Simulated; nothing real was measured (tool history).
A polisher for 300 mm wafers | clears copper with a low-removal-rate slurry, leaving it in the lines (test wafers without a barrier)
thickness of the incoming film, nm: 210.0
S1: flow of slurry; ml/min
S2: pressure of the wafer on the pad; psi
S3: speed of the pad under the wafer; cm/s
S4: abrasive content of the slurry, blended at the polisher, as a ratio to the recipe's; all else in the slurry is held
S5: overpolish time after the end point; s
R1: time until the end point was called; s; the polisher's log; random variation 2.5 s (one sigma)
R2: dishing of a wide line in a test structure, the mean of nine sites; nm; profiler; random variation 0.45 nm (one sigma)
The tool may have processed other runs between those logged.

run 1 hour=0 | S1=145 S2=3.4 S3=84 S4=1 S5=20 | R1=81.668 R2=30.862
run 2 hour=6.3 | S1=145 S2=3 S3=84 S4=1 S5=20 | R1=93.091 R2=28.449
run 3 hour=13.4 | S1=145 S2=3 S3=76 S4=1 S5=20 | R1=99.752 R2=24.651
run 4 hour=15.1 | S1=145 S2=2.5 S3=76 S4=1 S5=20 | R1=122.32 R2=20.639
run 5 hour=15.8 | S1=140 S2=2.4 S3=76 S4=1 S5=21 | R1=125.1 R2=21.328
-- hour=17.3 slurry blender recalibrated
run 6 hour=17.3 | S1=140 S2=2 S3=76 S4=1 S5=21 | R1=147.87 R2=18.533
run 7 hour=21.8 | S1=140 S2=1.9 S3=76 S4=1 S5=22 | R1=149.99 R2=18.238
run 8 hour=24.4 | S1=125 S2=1.5 S3=60 S4=1 S5=32 | R1=250.65 R2=16.716
run 9 hour=26.7 | S1=125 S2=1.5 S3=60 S4=1 S5=32 | R1=248.33 R2=16.902
run 10 hour=29.7 | S1=145 S2=2.3 S3=62 S4=1 S5=31 | R1=156.83 R2=25.397
run 11 hour=32.3 | S1=140 S2=2.3 S3=62 S4=1 S5=31 | R1=153.98 R2=26.099
run 12 hour=33 | S1=135 S2=2.3 S3=62 S4=1 S5=31 | R1=154.48 R2=24.975
run 13 hour=37.3 | S1=130 S2=2.3 S3=62 S4=1 S5=31 | R1=158.63 R2=23.087

Forecast run 14:
run 14 hour=44.8 | S1=125 S2=2.3 S3=62 S4=1 S5=32 | R1=? R2=?

Run 14 produced R1 159.34 s, R2 24.73 nm.
